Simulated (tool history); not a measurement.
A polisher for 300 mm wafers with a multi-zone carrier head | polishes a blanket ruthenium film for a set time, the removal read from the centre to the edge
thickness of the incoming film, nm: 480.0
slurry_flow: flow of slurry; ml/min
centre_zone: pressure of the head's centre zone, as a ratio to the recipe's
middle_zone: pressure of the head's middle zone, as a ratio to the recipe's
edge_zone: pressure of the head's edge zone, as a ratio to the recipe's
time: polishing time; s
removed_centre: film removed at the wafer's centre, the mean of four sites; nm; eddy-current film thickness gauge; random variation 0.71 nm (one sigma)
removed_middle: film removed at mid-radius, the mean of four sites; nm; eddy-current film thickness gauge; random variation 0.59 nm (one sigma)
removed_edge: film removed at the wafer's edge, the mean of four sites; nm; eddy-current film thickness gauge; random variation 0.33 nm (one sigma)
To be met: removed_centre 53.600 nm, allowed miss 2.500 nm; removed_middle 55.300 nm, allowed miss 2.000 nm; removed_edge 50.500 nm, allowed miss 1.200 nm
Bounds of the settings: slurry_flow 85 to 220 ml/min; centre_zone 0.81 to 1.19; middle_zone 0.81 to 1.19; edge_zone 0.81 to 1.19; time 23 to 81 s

Run 1, hour 0.0: slurry_flow 140 ml/min, centre_zone 1.00, middle_zone 1.00, edge_zone 1.00, time 52 s. Result: removed_centre 44.346 nm, removed_middle 44.963 nm, removed_edge 44.944 nm.
Run 2, hour 8.7: slurry_flow 140 ml/min, centre_zone 1.00, middle_zone 0.93, edge_zone 1.00, time 52 s. Result: removed_centre 42.866 nm, removed_middle 42.066 nm, removed_edge 44.427 nm.
Run 3, hour 14.0: slurry_flow 140 ml/min, centre_zone 1.00, middle_zone 0.85, edge_zone 1.00, time 52 s. Result: removed_centre 44.364 nm, removed_middle 39.070 nm, removed_edge 45.275 nm.
Run 4, hour 17.4: slurry_flow 140 ml/min, centre_zone 1.00, middle_zone 0.85, edge_zone 1.08, time 52 s. Result: removed_centre 44.293 nm, removed_middle 39.749 nm, removed_edge 46.445 nm.
Run 5, hour 23.9: slurry_flow 140 ml/min, centre_zone 1.00, middle_zone 0.85, edge_zone 1.14, time 52 s. Result: removed_centre 43.505 nm, removed_middle 39.525 nm, removed_edge 48.298 nm.
Run 6, hour 32.9: slurry_flow 155 ml/min, centre_zone 1.02, middle_zone 0.90, edge_zone 1.12, time 52 s. Result: removed_centre 46.741 nm, removed_middle 42.171 nm, removed_edge 48.465 nm.
Run 7, hour 36.7: slurry_flow 165 ml/min, centre_zone 1.02, middle_zone 0.95, edge_zone 1.11, time 52 s. Result: removed_centre 45.981 nm, removed_middle 44.681 nm, removed_edge 49.091 nm.
Run 8, hour 43.9: slurry_flow 175 ml/min, centre_zone 1.04, middle_zone 0.99, edge_zone 1.09, time 52 s. Result: removed_centre 48.846 nm, removed_middle 47.068 nm, removed_edge 48.058 nm.
Run 9, hour 51.6: slurry_flow 180 ml/min, centre_zone 1.04, middle_zone 1.01, edge_zone 1.09, time 52 s. Result: removed_centre 47.690 nm, removed_middle 47.334 nm, removed_edge 48.426 nm.
Run 10, hour 55.1: slurry_flow 185 ml/min, centre_zone 1.05, middle_zone 1.04, edge_zone 1.09, time 52 s. Result: removed_centre 49.608 nm, removed_middle 47.907 nm, removed_edge 49.014 nm.

5 next moves are on the table. One of them brings every result within its allowed miss. Which?
Run A, hour 58.6: slurry_flow 205 ml/min, centre_zone 1.10, middle_zone 1.03, edge_zone 1.09, time 53 s. Result: removed_centre ?, removed_middle ?, removed_edge ?.
Run B, hour 58.6: slurry_flow 170 ml/min, centre_zone 1.05, middle_zone 0.83, edge_zone 1.13, time 54 s. Result: removed_centre ?, removed_middle ?, removed_edge ?.
Run C, hour 58.6: slurry_flow 185 ml/min, centre_zone 1.14, middle_zone 1.09, edge_zone 1.02, time 52 s. Result: removed_centre ?, removed_middle ?, removed_edge ?.
Run D, hour 58.6: slurry_flow 165 ml/min, centre_zone 1.15, middle_zone 0.86, edge_zone 1.16, time 55 s. Result: removed_centre ?, removed_middle ?, removed_edge ?.
Run E, hour 58.6: slurry_flow 180 ml/min, centre_zone 1.08, middle_zone 1.13, edge_zone 1.05, time 55 s. Result: removed_centre ?, removed_middle ?, removed_edge ?.

move  removed_centre  removed_middle  removed_edge
   A          53.189          49.832        50.032
   B          50.002          41.212        50.961
   C          53.210          50.527        46.931
   D          55.507          42.971        52.395
   E          53.057          54.897        50.164
A: nearer than the last run, and not there yet
B: further off than the last run
C: nearer than the last run, and not there yet
D: further off than the last run
E: meets every target
Move E is the one to make.
